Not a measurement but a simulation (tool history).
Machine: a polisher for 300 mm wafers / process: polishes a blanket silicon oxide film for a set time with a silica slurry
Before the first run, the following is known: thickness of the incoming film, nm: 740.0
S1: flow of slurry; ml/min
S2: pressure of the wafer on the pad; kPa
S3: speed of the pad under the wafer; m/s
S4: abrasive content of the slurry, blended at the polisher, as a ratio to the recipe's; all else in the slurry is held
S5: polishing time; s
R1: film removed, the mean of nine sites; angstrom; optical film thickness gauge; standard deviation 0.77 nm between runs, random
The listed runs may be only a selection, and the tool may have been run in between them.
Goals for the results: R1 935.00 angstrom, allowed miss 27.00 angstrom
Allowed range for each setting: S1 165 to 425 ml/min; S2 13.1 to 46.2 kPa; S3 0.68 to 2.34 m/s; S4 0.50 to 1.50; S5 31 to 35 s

Run 1, day 0.000: S1 275 ml/min, S2 29.6 kPa, S3 1.50 m/s, S4 1.00, S5 35 s. Result: R1 1224.80 angstrom.
Run 2, day 0.092: S1 275 ml/min, S2 27.6 kPa, S3 1.50 m/s, S4 1.00, S5 35 s. Result: R1 1147.00 angstrom.
Run 3, day 0.188: S1 275 ml/min, S2 27.6 kPa, S3 1.80 m/s, S4 1.00, S5 35 s. Result: R1 1333.00 angstrom.
Run 4, day 0.354: S1 275 ml/min, S2 27.6 kPa, S3 2.06 m/s, S4 1.00, S5 35 s. Result: R1 1453.80 angstrom.
Run 5, day 0.379: S1 275 ml/min, S2 27.6 kPa, S3 2.06 m/s, S4 0.90, S5 35 s. Result: R1 1396.20 angstrom.
Run 6, day 0.596: S1 225 ml/min, S2 27.6 kPa, S3 2.06 m/s, S4 0.90, S5 35 s. Result: R1 1354.60 angstrom.
Run 7, day 0.733: S1 220 ml/min, S2 24.1 kPa, S3 2.06 m/s, S4 0.90, S5 35 s. Result: R1 1191.80 angstrom.
Run 8, day 1.067: S1 215 ml/min, S2 22.1 kPa, S3 2.06 m/s, S4 0.90, S5 35 s. Result: R1 1088.20 angstrom.
Run 9, day 1.246: S1 210 ml/min, S2 20.7 kPa, S3 2.06 m/s, S4 0.90, S5 35 s. Result: R1 1017.00 angstrom.
Run 10, day 1.508: S1 205 ml/min, S2 20.0 kPa, S3 2.06 m/s, S4 0.90, S5 35 s. Result: R1 988.37 angstrom.
Run 11, day 1.746: S1 200 ml/min, S2 20.0 kPa, S3 2.06 m/s, S4 0.90, S5 35 s. Result: R1 983.07 angstrom.
Run 12, day 1.800: S1 195 ml/min, S2 20.0 kPa, S3 2.06 m/s, S4 0.90, S5 35 s. Result: R1 980.90 angstrom.
Run 13, day 1.846: S1 190 ml/min, S2 20.0 kPa, S3 2.06 m/s, S4 0.90, S5 35 s. Result: R1 970.73 angstrom.
Run 14, day 2.042: S1 185 ml/min, S2 20.0 kPa, S3 2.06 m/s, S4 0.90, S5 35 s. Result: R1 974.34 angstrom.
Run 15, day 2.396: S1 185 ml/min, S2 20.0 kPa, S3 2.06 m/s, S4 0.90, S5 35 s. Result: R1 979.29 angstrom.

Which single option among these 4 for the next run brings every result within its allowed miss of target? Just one does.
Run A, day 2.750: S1 165 ml/min, S2 23.4 kPa, S3 2.30 m/s, S4 0.75, S5 31 s. Result: R1 ?.
Run B, day 2.750: S1 175 ml/min, S2 22.1 kPa, S3 2.10 m/s, S4 0.90, S5 32 s. Result: R1 ?.
Run C, day 2.750: S1 225 ml/min, S2 20.0 kPa, S3 2.34 m/s, S4 0.80, S5 35 s. Result: R1 ?.
Run D, day 2.750: S1 260 ml/min, S2 21.4 kPa, S3 2.18 m/s, S4 0.60, S5 35 s. Result: R1 ?.

move       R1
   A   988.75
   B   985.54
   C  1043.30
   D   919.37
A: moves away from the targets compared with the last run
B: moves away from the targets compared with the last run
C: moves away from the targets compared with the last run
D: every result within its allowed miss
D meets every target.
